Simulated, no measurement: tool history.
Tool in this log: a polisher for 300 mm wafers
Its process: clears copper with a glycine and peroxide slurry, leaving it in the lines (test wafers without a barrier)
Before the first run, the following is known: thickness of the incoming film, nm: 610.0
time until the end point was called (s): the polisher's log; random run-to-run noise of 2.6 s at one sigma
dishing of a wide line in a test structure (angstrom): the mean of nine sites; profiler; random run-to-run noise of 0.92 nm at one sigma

run,hour,flow of slurry (ml/min),pressure of the wafer on the pad (psi),speed of the pad under the wafer (cm/s),overpolish time after the end point (s),time until the end point was called (s),dishing of a wide line in a test structure (angstrom)
1,0,250,2.1,104,24,116.05,437.69
2,1.7,250,2.5,104,24,106.47,436.08
3,8,250,2.5,104,14,109.14,340.45
4,16.9,250,2.3,102,17,113.71,381.04
5,20.8,250,1.9,102,17,125.72,354.89
6,24.1,275,1.9,102,17,125.85,362.14
7,31.5,310,1.4,92,28,146.58,421.31

For run 8, what comes out?
8,35.8,310,1.4,92,29,?,?

time until the end point was called (s): 147.3
dishing of a wide line in a test structure (angstrom): 444.37
